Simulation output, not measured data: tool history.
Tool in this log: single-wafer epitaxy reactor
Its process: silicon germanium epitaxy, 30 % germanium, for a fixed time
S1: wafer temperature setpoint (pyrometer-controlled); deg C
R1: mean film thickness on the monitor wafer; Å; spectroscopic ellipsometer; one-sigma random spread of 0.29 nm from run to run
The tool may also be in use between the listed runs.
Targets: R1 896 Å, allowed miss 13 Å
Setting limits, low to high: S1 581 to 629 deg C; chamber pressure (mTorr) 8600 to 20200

{"run": 1, "hour": 0.0, "S1": 605, "chamber pressure (mTorr)": 14400, "R1": 590.43}
{"run": 2, "hour": 2.7, "S1": 610, "chamber pressure (mTorr)": 14400, "R1": 652.28}
{"run": 3, "hour": 3.8, "S1": 614, "chamber pressure (mTorr)": 14400, "R1": 705.72}
{"run": 4, "hour": 8.6, "S1": 610, "chamber pressure (mTorr)": 14400, "R1": 653.15}
{"run": 5, "hour": 16.9, "S1": 610, "chamber pressure (mTorr)": 16200, "R1": 700}
{"run": 6, "hour": 25.2, "S1": 610, "chamber pressure (mTorr)": 15100, "R1": 671.58}
{"run": 7, "hour": 26.4, "S1": 622, "chamber pressure (mTorr)": 15200, "R1": 852.07}
{"run": 8, "hour": 28.6, "S1": 623, "chamber pressure (mTorr)": 15200, "R1": 869.53}

4 candidate next runs follow, results not yet known. Just one meets every target within its allowed miss. Identify it.
{"run": "A", "hour": 30.8, "S1": 628, "chamber pressure (mTorr)": 14600, "R1": "?"}
{"run": "B", "hour": 30.8, "S1": 622, "chamber pressure (mTorr)": 16700, "R1": "?"}
{"run": "C", "hour": 30.8, "S1": 623, "chamber pressure (mTorr)": 17000, "R1": "?"}
{"run": "D", "hour": 30.8, "S1": 627, "chamber pressure (mTorr)": 15100, "R1": "?"}

move=A R1=932.09
move=B R1=898.68
move=C R1=925.22
move=D R1=933.01
A: moves the result that the last run missed by most past its target, out the other side
B: all results land within tolerance of their targets
C: moves the result that the last run missed by most past its target, out the other side
D: moves the result that the last run missed by most past its target, out the other side
Go with B: it meets all targets.
